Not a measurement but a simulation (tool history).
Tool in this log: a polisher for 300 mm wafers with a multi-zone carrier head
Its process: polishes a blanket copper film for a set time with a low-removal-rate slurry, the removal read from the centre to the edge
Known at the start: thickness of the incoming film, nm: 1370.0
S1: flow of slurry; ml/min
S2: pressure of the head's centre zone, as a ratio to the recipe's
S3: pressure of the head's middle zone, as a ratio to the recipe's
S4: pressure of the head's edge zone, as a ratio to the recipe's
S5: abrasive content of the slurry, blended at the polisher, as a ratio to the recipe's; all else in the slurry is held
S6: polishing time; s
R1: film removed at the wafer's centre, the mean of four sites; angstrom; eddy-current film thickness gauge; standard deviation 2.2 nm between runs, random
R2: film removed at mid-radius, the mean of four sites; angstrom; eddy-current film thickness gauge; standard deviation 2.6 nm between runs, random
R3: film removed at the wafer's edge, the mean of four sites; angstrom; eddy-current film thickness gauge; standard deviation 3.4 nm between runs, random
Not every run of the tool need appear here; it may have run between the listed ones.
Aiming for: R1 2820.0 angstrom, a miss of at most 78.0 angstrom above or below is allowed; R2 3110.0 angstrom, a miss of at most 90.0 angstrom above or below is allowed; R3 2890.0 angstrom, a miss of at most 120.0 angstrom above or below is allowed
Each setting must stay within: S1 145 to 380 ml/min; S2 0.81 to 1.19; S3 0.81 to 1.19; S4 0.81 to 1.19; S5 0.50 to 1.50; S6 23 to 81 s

run	day	S1	S2	S3	S4	S5	S6	R1	R2	R3
1	0.000	245	1.00	1.00	1.00	1.00	52	2231.7	2210.1	2160.2
2	0.142	245	0.93	1.00	1.00	1.00	52	2068.0	2183.1	2186.5
3	0.238	245	0.93	1.00	1.00	1.00	63	2504.8	2681.8	2617.6
4	0.358	255	0.94	1.02	1.02	1.00	63	2539.5	2699.2	2699.4
5	0.521	260	0.95	1.04	1.02	1.00	63	2574.5	2736.4	2679.2
6	0.625	310	0.95	1.04	1.02	1.00	63	2632.2	2818.9	2705.5
7	0.704	315	0.95	1.05	1.03	1.00	63	2580.2	2850.8	2772.0
8	1.071	320	0.96	1.06	1.03	1.00	63	2654.5	2924.7	2717.0
9	1.362	345	0.98	1.08	1.12	1.10	63	2767.3	3026.4	2919.8

Which single option among these 4 for the next run brings every result within its allowed miss of target? Just one does.
A	1.654	340	0.94	1.02	1.09	0.95	66	?	?	?
B	1.654	350	0.93	1.16	1.11	1.25	61	?	?	?
C	1.654	375	0.98	1.11	1.07	1.05	64	?	?	?
D	1.654	380	1.04	1.05	1.17	1.25	60	?	?	?

move	R1	R2	R3
A	2682.8	2945.0	2927.3
B	2625.1	3247.6	2911.3
C	2804.1	3167.0	2893.4
D	2909.4	2951.0	2962.0
A: further off than the last run
B: moves the result that the last run missed by most past its target, out the other side
C: in spec on every target
D: further off than the last run
Go with C: it meets all targets.

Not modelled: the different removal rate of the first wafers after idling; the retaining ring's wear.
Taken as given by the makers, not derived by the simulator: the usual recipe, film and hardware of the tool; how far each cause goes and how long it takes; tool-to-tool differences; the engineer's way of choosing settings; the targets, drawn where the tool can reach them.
